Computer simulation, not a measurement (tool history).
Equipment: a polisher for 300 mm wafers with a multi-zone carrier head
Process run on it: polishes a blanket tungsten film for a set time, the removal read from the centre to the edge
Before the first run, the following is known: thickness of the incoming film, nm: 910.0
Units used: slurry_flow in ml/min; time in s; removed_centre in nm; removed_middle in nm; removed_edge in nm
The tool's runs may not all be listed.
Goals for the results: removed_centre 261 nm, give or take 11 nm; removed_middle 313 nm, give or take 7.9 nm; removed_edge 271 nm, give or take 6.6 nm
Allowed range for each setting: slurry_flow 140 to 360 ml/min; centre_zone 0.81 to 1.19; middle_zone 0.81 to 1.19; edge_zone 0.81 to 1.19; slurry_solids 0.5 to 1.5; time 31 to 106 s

run 1 hour=0 | slurry_flow=230 centre_zone=1 middle_zone=1 edge_zone=1 slurry_solids=1 time=68 | removed_centre=281.77 removed_middle=277.99 removed_edge=275
run 2 hour=6.7 | slurry_flow=230 centre_zone=1 middle_zone=1 edge_zone=1 slurry_solids=1.1 time=68 | removed_centre=282.8 removed_middle=288.59 removed_edge=284.1
run 3 hour=14.7 | slurry_flow=260 centre_zone=1 middle_zone=1 edge_zone=1 slurry_solids=1.1 time=68 | removed_centre=285.99 removed_middle=290.22 removed_edge=287.46
run 4 hour=20.1 | slurry_flow=230 centre_zone=1 middle_zone=1 edge_zone=1 slurry_solids=1.1 time=68 | removed_centre=290.17 removed_middle=291.08 removed_edge=281.62
run 5 hour=27.2 | slurry_flow=230 centre_zone=1 middle_zone=1 edge_zone=1 slurry_solids=1.2 time=68 | removed_centre=293.78 removed_middle=291.48 removed_edge=291.7
run 6 hour=28.5 | slurry_flow=230 centre_zone=0.98 middle_zone=1.02 edge_zone=0.98 slurry_solids=1.2 time=68 | removed_centre=290 removed_middle=299.53 removed_edge=287.49
run 7 hour=32.3 | slurry_flow=230 centre_zone=0.96 middle_zone=1.03 edge_zone=0.97 slurry_solids=1.2 time=68 | removed_centre=285.09 removed_middle=302.49 removed_edge=286.98
run 8 hour=40.7 | slurry_flow=230 centre_zone=0.94 middle_zone=1.04 edge_zone=0.96 slurry_solids=1.2 time=68 | removed_centre=271.85 removed_middle=307.36 removed_edge=285.57
run 9 hour=42.7 | slurry_flow=225 centre_zone=0.94 middle_zone=1.05 edge_zone=0.95 slurry_solids=1.2 time=68 | removed_centre=274.65 removed_middle=304.11 removed_edge=286.3

5 candidate next runs follow, results not yet known. Just one meets every target within its allowed miss. Identify it.
run A hour=44.7 | slurry_flow=200 centre_zone=0.94 middle_zone=1.14 edge_zone=0.96 slurry_solids=1.15 time=66 | removed_centre=? removed_middle=? removed_edge=?
run B hour=44.7 | slurry_flow=230 centre_zone=1.15 middle_zone=1.1 edge_zone=0.98 slurry_solids=1.3 time=60 | removed_centre=? removed_middle=? removed_edge=?
run C hour=44.7 | slurry_flow=290 centre_zone=0.98 middle_zone=1.08 edge_zone=0.98 slurry_solids=1.1 time=64 | removed_centre=? removed_middle=? removed_edge=?
run D hour=44.7 | slurry_flow=195 centre_zone=0.94 middle_zone=1.03 edge_zone=0.98 slurry_solids=1.25 time=71 | removed_centre=? removed_middle=? removed_edge=?
run E hour=44.7 | slurry_flow=215 centre_zone=0.94 middle_zone=0.93 edge_zone=0.99 slurry_solids=1.05 time=76 | removed_centre=? removed_middle=? removed_edge=?

move=A removed_centre=260.02 removed_middle=313.59 removed_edge=272.74
move=B removed_centre=304.04 removed_middle=289.62 removed_edge=261.71
move=C removed_centre=268.37 removed_middle=295.38 removed_edge=269.74
move=D removed_centre=285.67 removed_middle=316.23 removed_edge=303.26
move=E removed_centre=293.1 removed_middle=297.67 removed_edge=312.21
A: all results land within tolerance of their targets
B: the result that was furthest off in the last run now lies on the other side of its target
C: gets the furthest-off result to its target, but another result is out of tolerance
D: its largest miss is bigger than the last run's
E: its largest miss is bigger than the last run's
A is the move that brings every result within its allowed miss.
